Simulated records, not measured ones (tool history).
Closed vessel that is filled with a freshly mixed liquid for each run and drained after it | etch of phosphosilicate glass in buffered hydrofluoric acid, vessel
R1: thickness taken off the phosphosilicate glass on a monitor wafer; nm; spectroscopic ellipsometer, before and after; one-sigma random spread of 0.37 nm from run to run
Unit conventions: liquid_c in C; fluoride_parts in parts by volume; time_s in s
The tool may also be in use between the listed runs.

{"run": 1, "hour": 0.0, "liquid_c": 25.0, "fluoride_parts": 16.5, "time_s": 105, "R1": 205.02}
{"run": 2, "hour": 7.7, "liquid_c": 25.0, "fluoride_parts": 16.5, "time_s": 105, "R1": 205.08}
{"run": 3, "hour": 8.5, "liquid_c": 26.5, "fluoride_parts": 16.5, "time_s": 105, "R1": 223.94}
{"run": 4, "hour": 11.1, "liquid_c": 26.5, "fluoride_parts": 16.5, "time_s": 105, "R1": 221.75}
{"run": 5, "hour": 13.6, "liquid_c": 29.0, "fluoride_parts": 16.5, "time_s": 105, "R1": 253.99}
{"run": 6, "hour": 14.3, "liquid_c": 27.5, "fluoride_parts": 16.5, "time_s": 105, "R1": 234.09}
{"run": 7, "hour": 15.9, "liquid_c": 24.5, "fluoride_parts": 17.5, "time_s": 105, "R1": 188.43}
{"run": 8, "hour": 18.0, "liquid_c": 20.5, "fluoride_parts": 20.0, "time_s": 105, "R1": 132.44}

Estimate the outcome of run 9 from the log above:
{"run": 9, "hour": 23.1, "liquid_c": 19.5, "fluoride_parts": 20.0, "time_s": 105, "R1": "?"}

R1: 125.38 nm
